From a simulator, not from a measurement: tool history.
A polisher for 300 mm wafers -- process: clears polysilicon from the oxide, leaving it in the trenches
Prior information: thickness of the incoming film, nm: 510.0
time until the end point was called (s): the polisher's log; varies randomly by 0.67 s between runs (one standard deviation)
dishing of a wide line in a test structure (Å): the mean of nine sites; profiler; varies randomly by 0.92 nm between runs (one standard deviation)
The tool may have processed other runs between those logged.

run	hour	flow of slurry (ml/min)	pressure of the wafer on the pad (kPa)	speed of the pad under the wafer (cm/s)	overpolish time after the end point (s)	time until the end point was called (s)	dishing of a wide line in a test structure (Å)
1	0.0	230	16.5	98	26	44.284	783.16
2	3.6	230	16.5	80	26	54.801	741.53
3	9.3	265	18.6	70	21	53.192	717.79
4	13.2	265	18.6	70	26	52.725	774.34
5	17.8	265	20.7	70	26	48.417	760.72
6	22.2	230	22.1	68	21	47.291	728.46
7	28.0	205	22.8	68	18	47.622	703.99
8	29.1	190	23.4	68	15	45.395	691.12
9	33.4	175	24.1	68	13	45.462	659.82
10	41.8	165	24.8	68	12	43.482	653.18

What will run 11 give?
11	50.6	160	24.8	68	11	?	?

{"run 11": {"time until the end point was called (s)": 44.952, "dishing of a wide line in a test structure (Å)": 614.14}}

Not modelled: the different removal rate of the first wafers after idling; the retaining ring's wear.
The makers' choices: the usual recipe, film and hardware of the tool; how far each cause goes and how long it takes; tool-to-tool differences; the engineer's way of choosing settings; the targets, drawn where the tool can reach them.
